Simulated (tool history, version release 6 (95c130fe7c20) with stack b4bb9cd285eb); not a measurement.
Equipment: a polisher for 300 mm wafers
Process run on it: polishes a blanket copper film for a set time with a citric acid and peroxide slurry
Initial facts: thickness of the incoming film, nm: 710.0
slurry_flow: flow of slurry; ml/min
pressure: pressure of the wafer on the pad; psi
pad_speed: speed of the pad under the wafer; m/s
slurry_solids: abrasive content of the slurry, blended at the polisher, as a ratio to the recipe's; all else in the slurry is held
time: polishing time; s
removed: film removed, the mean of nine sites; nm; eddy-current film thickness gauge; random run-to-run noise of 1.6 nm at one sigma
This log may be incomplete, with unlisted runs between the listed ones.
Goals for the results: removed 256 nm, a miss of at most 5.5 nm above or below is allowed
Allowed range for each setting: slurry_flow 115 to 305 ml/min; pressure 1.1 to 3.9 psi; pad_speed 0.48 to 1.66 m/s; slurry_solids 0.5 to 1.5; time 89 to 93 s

Run 1, hour 0: slurry_flow 195 ml/min, pressure 2.5 psi, pad_speed 1.06 m/s, slurry_solids 1, time 89 s. Result: removed 200.71 nm.
Run 2, hour 5.5: slurry_flow 195 ml/min, pressure 2.5 psi, pad_speed 1.06 m/s, slurry_solids 1, time 93 s. Result: removed 209.79 nm.
Run 3, hour 9.3: slurry_flow 195 ml/min, pressure 2 psi, pad_speed 1.06 m/s, slurry_solids 1, time 93 s. Result: removed 169.01 nm.
Run 4, hour 13.8: slurry_flow 205 ml/min, pressure 2.2 psi, pad_speed 1.06 m/s, slurry_solids 1, time 93 s. Result: removed 186.46 nm.
Run 5, hour 19.7: slurry_flow 205 ml/min, pressure 2.2 psi, pad_speed 1.06 m/s, slurry_solids 1, time 93 s. Result: removed 182.91 nm.
Run 6, hour 25.5: slurry_flow 205 ml/min, pressure 2.4 psi, pad_speed 1.06 m/s, slurry_solids 1, time 93 s. Result: removed 202.72 nm.
Run 7, hour 31.8: slurry_flow 210 ml/min, pressure 2.5 psi, pad_speed 1.06 m/s, slurry_solids 1, time 93 s. Result: removed 211.11 nm.
Run 8, hour 40.5: slurry_flow 210 ml/min, pressure 2.6 psi, pad_speed 1.06 m/s, slurry_solids 1, time 93 s. Result: removed 217.1 nm.
Run 9, hour 41.3: slurry_flow 210 ml/min, pressure 2.7 psi, pad_speed 1.06 m/s, slurry_solids 1, time 93 s. Result: removed 228.76 nm.
Run 10, hour 50.1: slurry_flow 210 ml/min, pressure 2.8 psi, pad_speed 1.06 m/s, slurry_solids 1, time 93 s. Result: removed 233.5 nm.
Run 11, hour 51.5: slurry_flow 210 ml/min, pressure 2.9 psi, pad_speed 1.06 m/s, slurry_solids 1, time 93 s. Result: removed 245 nm.

Which one of the following 4 next-run settings gets every result inside its allowed miss? There is exactly one.
Run A, hour 52.9: slurry_flow 190 ml/min, pressure 3.1 psi, pad_speed 1.04 m/s, slurry_solids 0.95, time 91 s. Result: removed ?.
Run B, hour 52.9: slurry_flow 260 ml/min, pressure 2.9 psi, pad_speed 1.1 m/s, slurry_solids 1.3, time 91 s. Result: removed ?.
Run C, hour 52.9: slurry_flow 215 ml/min, pressure 3.4 psi, pad_speed 0.84 m/s, slurry_solids 1.45, time 89 s. Result: removed ?.
Run D, hour 52.9: slurry_flow 200 ml/min, pressure 2.5 psi, pad_speed 1.36 m/s, slurry_solids 0.85, time 93 s. Result: removed ?.

move  removed
   A   243.22
   B      273
   C   242.31
   D   254.75
A: further off than the last run
B: moves the result that the last run missed by most past its target, out the other side
C: further off than the last run
D: every result within its allowed miss
Move D is the one to make.
